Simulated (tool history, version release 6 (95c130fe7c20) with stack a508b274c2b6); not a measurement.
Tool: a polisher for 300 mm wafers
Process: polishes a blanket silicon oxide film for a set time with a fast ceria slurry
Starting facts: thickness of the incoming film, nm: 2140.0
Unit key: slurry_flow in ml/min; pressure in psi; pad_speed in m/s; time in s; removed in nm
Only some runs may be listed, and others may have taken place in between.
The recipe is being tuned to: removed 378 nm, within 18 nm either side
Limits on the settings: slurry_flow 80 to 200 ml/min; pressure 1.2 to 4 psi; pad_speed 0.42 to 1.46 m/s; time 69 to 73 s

Run 1, day 0: slurry_flow 130 ml/min, pressure 2.6 psi, pad_speed 0.94 m/s, time 69 s. Result: removed 688.75 nm.
Run 2, day 0.271: slurry_flow 130 ml/min, pressure 2.3 psi, pad_speed 0.94 m/s, time 69 s. Result: removed 617.11 nm.
Run 3, day 0.388: slurry_flow 130 ml/min, pressure 2.3 psi, pad_speed 0.74 m/s, time 69 s. Result: removed 494.28 nm.
Run 4, day 0.642: slurry_flow 105 ml/min, pressure 2.3 psi, pad_speed 0.74 m/s, time 69 s. Result: removed 468.62 nm.
Run 5, day 0.821: slurry_flow 105 ml/min, pressure 2.3 psi, pad_speed 0.74 m/s, time 73 s. Result: removed 503.76 nm.
Run 6, day 1.162: slurry_flow 105 ml/min, pressure 2.2 psi, pad_speed 0.74 m/s, time 73 s. Result: removed 470.86 nm.
Run 7, day 1.471: slurry_flow 105 ml/min, pressure 2.1 psi, pad_speed 0.74 m/s, time 73 s. Result: removed 455.92 nm.
At day 1.533: worn pad replaced by a new one.
Run 8, day 1.533: slurry_flow 105 ml/min, pressure 2 psi, pad_speed 0.74 m/s, time 73 s. Result: removed 494.22 nm.
Run 9, day 1.596: slurry_flow 105 ml/min, pressure 2 psi, pad_speed 0.7 m/s, time 73 s. Result: removed 467.92 nm.
Run 10, day 1.933: slurry_flow 100 ml/min, pressure 1.9 psi, pad_speed 0.68 m/s, time 73 s. Result: removed 421.81 nm.
Run 11, day 2.262: slurry_flow 100 ml/min, pressure 1.8 psi, pad_speed 0.68 m/s, time 73 s. Result: removed 402.38 nm.
Run 12, day 2.529: slurry_flow 100 ml/min, pressure 1.8 psi, pad_speed 0.68 m/s, time 73 s. Result: removed 409.56 nm.
Run 13, day 2.892: slurry_flow 95 ml/min, pressure 1.6 psi, pad_speed 0.68 m/s, time 73 s. Result: removed 354.98 nm.

Which of these 4 next moves meets every target?
Run A, day 3.254: slurry_flow 100 ml/min, pressure 1.7 psi, pad_speed 0.66 m/s, time 73 s. Result: removed ?.
Run B, day 3.254: slurry_flow 90 ml/min, pressure 1.6 psi, pad_speed 0.68 m/s, time 71 s. Result: removed ?.
Run C, day 3.254: slurry_flow 90 ml/min, pressure 1.2 psi, pad_speed 0.84 m/s, time 69 s. Result: removed ?.
Run D, day 3.254: slurry_flow 90 ml/min, pressure 1.4 psi, pad_speed 0.7 m/s, time 71 s. Result: removed ?.

move  removed
   A   373.86
   B   346.16
   C   314.17
   D   313.56
A: meets every target
B: moves away from the targets compared with the last run
C: moves away from the targets compared with the last run
D: moves away from the targets compared with the last run
A meets every target.
